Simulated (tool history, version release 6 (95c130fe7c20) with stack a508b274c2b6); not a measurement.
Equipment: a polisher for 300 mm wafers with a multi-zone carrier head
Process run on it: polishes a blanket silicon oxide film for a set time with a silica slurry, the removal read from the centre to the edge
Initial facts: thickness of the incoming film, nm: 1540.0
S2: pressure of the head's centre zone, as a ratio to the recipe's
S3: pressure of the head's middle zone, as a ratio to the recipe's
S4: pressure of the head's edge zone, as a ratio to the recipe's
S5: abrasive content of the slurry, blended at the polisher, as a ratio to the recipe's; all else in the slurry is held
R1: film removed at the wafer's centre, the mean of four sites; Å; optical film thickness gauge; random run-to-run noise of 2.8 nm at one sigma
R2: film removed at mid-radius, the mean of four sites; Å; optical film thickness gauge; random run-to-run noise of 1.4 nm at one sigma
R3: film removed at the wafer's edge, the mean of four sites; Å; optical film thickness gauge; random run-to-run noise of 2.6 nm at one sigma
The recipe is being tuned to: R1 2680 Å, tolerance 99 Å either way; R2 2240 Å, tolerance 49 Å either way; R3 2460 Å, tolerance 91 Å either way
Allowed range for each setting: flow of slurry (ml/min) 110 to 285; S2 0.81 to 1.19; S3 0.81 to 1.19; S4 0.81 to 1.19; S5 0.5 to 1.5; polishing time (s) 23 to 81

{"run": 1, "hour": 0.0, "flow of slurry (ml/min)": 180, "S2": 1, "S3": 1, "S4": 1, "S5": 1, "polishing time (s)": 52, "R1": 2236.5, "R2": 2165.5, "R3": 2047}
{"run": 2, "hour": 7.2, "flow of slurry (ml/min)": 185, "S2": 1.01, "S3": 0.99, "S4": 1.02, "S5": 1, "polishing time (s)": 52, "R1": 2235.3, "R2": 2163.9, "R3": 2120.8}
{"run": 3, "hour": 11.0, "flow of slurry (ml/min)": 190, "S2": 1.02, "S3": 0.98, "S4": 1.03, "S5": 1, "polishing time (s)": 52, "R1": 2309.1, "R2": 2189.9, "R3": 2112.2}
{"run": 4, "hour": 18.1, "flow of slurry (ml/min)": 190, "S2": 1.02, "S3": 0.98, "S4": 1.03, "S5": 1, "polishing time (s)": 59, "R1": 2544.4, "R2": 2462.3, "R3": 2343.2}
{"run": 5, "hour": 24.5, "flow of slurry (ml/min)": 190, "S2": 1.02, "S3": 0.98, "S4": 1.03, "S5": 0.8, "polishing time (s)": 59, "R1": 2306.3, "R2": 2185.8, "R3": 2165.1}
{"run": 6, "hour": 27.1, "flow of slurry (ml/min)": 145, "S2": 1.02, "S3": 0.98, "S4": 1.03, "S5": 0.8, "polishing time (s)": 59, "R1": 2160, "R2": 2097, "R3": 2047.9}
{"hour": 35.5, "done": "edge zone pressure recalibrated"}
{"run": 7, "hour": 35.5, "flow of slurry (ml/min)": 155, "S2": 1.03, "S3": 0.97, "S4": 1.04, "S5": 0.8, "polishing time (s)": 59, "R1": 2222.3, "R2": 2099.2, "R3": 2206.5}
{"run": 8, "hour": 37.8, "flow of slurry (ml/min)": 205, "S2": 1.13, "S3": 0.98, "S4": 0.97, "S5": 0.8, "polishing time (s)": 59, "R1": 2521.7, "R2": 2206.2, "R3": 2231.4}

Which single option among these 4 for the next run brings every result within its allowed miss of target? Just one does.
{"run": "A", "hour": 40.1, "flow of slurry (ml/min)": 165, "S2": 1.06, "S3": 0.93, "S4": 1.06, "S5": 0.7, "polishing time (s)": 68, "R1": "?", "R2": "?", "R3": "?"}
{"run": "B", "hour": 40.1, "flow of slurry (ml/min)": 190, "S2": 1.07, "S3": 0.89, "S4": 1.18, "S5": 0.6, "polishing time (s)": 77, "R1": "?", "R2": "?", "R3": "?"}
{"run": "C", "hour": 40.1, "flow of slurry (ml/min)": 180, "S2": 1.06, "S3": 0.81, "S4": 1.11, "S5": 0.6, "polishing time (s)": 79, "R1": "?", "R2": "?", "R3": "?"}
{"run": "D", "hour": 40.1, "flow of slurry (ml/min)": 185, "S2": 1.07, "S3": 0.89, "S4": 0.99, "S5": 0.8, "polishing time (s)": 65, "R1": "?", "R2": "?", "R3": "?"}

move=A R1=2474.8 R2=2180.6 R3=2378.4
move=B R1=2641 R2=2217.9 R3=2635.6
move=C R1=2658.9 R2=2088.3 R3=2606.2
move=D R1=2629.1 R2=2209.7 R3=2406.3
A: brings the result that was furthest off to its target, and leaves another outside
B: the result that was furthest off in the last run now lies on the other side of its target
C: the result that was furthest off in the last run now lies on the other side of its target
D: each result inside its tolerance
The move that meets every target is D.
